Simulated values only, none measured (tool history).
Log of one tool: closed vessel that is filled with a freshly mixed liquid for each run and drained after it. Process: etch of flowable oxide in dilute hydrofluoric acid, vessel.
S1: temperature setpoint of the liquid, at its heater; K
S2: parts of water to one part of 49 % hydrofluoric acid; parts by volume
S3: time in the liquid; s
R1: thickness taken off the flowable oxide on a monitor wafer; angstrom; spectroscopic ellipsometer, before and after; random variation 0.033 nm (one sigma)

run,day,S1,S2,S3,R1
1,0,296.15,220,30,36.586
2,0.083,296.15,180,30,46.557
3,0.333,295.15,185,30,42.881
4,0.667,295.15,185,30,43.285
5,0.888,297.15,185,30,47.564
# day 1.179: hydrofluoric acid flow meter replaced
6,1.179,297.15,185,30,50.885
7,1.479,296.15,185,30,49.171

Forecast run 8:
8,1.725,294.65,185,30,?

R1: 46.751 angstrom
